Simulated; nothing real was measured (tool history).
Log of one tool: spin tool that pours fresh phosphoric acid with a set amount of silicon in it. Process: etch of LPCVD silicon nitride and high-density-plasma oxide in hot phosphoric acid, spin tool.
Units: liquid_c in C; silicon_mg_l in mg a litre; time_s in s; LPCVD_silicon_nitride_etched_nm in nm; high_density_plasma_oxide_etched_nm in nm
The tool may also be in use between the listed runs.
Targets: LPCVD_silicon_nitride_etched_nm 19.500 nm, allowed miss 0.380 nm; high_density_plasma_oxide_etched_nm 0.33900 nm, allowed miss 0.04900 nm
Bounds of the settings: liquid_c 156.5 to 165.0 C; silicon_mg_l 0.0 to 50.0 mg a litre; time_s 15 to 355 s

run  hour  liquid_c  silicon_mg_l  time_s  LPCVD_silicon_nitride_etched_nm  high_density_plasma_oxide_etched_nm
  1   0.0     160.0          24.0     180                           13.867                              0.60473
  2   1.6     162.0          24.0     180                           14.617                              0.66018
  3   5.3     162.0          32.5     195                           15.798                              0.52170
  4   8.3     160.5          32.5     195                           15.013                              0.48193
  5  14.2     161.5          38.5     205                           16.395                              0.38245
  6  19.1     163.5          38.5     205                           17.671                              0.45846
  7  21.3     164.0          42.0     210                           18.277                              0.39312
  8  28.1     164.5          43.5     210                           18.439                              0.36984
  9  35.7     164.5          44.5     215                           18.979                              0.29735
 10  41.1     164.5          43.5     215                           19.146                              0.34661

5 next moves are on the table. One of them brings every result within its allowed miss. Which?
  A  46.5     164.0          49.0     215                                ?                                    ?
  B  46.5     164.5          50.0     210                                ?                                    ?
  C  46.5     164.0          47.0     225                                ?                                    ?
  D  46.5     165.0          46.5     205                                ?                                    ?
  E  46.5     165.0          50.0     205                                ?                                    ?

move  LPCVD_silicon_nitride_etched_nm  high_density_plasma_oxide_etched_nm
   A                           18.730                              0.30170
   B                           18.598                              0.30558
   C                           19.601                              0.31573
   D                           18.456                              0.30932
   E                           18.456                              0.30932
A: further off than the last run
B: further off than the last run
C: meets every target
D: further off than the last run
E: further off than the last run
Move C is the one to make.
